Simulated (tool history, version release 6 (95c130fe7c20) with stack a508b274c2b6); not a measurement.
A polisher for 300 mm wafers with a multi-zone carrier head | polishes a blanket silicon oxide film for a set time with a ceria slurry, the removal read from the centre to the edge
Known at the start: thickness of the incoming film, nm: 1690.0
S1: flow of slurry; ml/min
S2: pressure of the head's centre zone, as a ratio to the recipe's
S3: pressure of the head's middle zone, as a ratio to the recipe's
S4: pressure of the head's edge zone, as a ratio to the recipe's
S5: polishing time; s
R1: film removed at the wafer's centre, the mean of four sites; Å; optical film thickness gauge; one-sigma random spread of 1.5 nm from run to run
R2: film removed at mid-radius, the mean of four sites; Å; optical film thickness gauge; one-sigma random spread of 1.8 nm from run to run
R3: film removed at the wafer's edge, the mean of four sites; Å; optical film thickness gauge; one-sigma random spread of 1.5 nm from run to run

run,hour,S1,S2,S3,S4,S5,R1,R2,R3
1,0.0,315,1.00,1.00,1.00,40,1724.6,1709.3,1798.4
2,3.7,315,0.99,1.00,0.99,39,1664.9,1636.4,1753.1
3,9.1,315,0.98,1.01,0.98,38,1584.4,1617.9,1665.5
4,10.0,315,0.97,1.00,0.97,38,1563.6,1626.0,1636.6
5,13.0,315,0.96,0.99,0.97,38,1561.9,1584.4,1627.7
6,16.0,315,0.94,0.99,0.97,38,1521.0,1573.8,1637.0
7,18.9,315,0.93,0.99,0.96,38,1532.1,1612.2,1673.8
8,21.5,315,0.92,0.99,0.95,37,1488.5,1577.5,1624.1
9,29.4,315,0.91,0.99,0.95,36,1436.1,1532.8,1554.3
# hour 36.2: edge zone pressure recalibrated
10,36.2,315,0.90,0.99,0.95,36,1391.8,1543.9,1533.7
11,40.1,315,0.90,0.99,0.95,36,1397.2,1502.0,1561.0

What will run 12 give?
12,42.8,315,0.89,0.99,0.94,36,?,?,?

Run 12 came out at R1 1370.4 Å, R2 1510.1 Å, R3 1531.9 Å.
